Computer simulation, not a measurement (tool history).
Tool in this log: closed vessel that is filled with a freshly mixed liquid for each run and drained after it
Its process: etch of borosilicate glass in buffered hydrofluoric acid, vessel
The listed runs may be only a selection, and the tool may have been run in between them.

run  hour  temperature setpoint of the liquid (K)  parts of 40 % ammonium fluoride to one part of 49 % hydrofluoric acid (parts by volume)  time in the liquid (s)  thickness taken off the borosilicate glass on a monitor wafer (Å)
  1   0.0                                  294.15                                                                                      8.5                      85                                                             989.82
  2   6.6                                  292.65                                                                                      8.5                      85                                                             916.00
  3   8.5                                  292.65                                                                                      8.5                      85                                                             913.60
  4  16.6                                  292.15                                                                                      9.0                      85                                                             831.34
  5  22.2                                  291.65                                                                                      9.0                      85                                                             816.37
  6  29.4                                  291.65                                                                                      9.0                      95                                                             912.69
  7  31.6                                  291.15                                                                                      9.5                      95                                                             850.28

Run 8 has not been measured yet. What should we expect?
  8  40.4                                  290.65                                                                                     10.5                      95                                                                  ?

Run 8 gave thickness taken off the borosilicate glass on a monitor wafer (Å) 763.11.

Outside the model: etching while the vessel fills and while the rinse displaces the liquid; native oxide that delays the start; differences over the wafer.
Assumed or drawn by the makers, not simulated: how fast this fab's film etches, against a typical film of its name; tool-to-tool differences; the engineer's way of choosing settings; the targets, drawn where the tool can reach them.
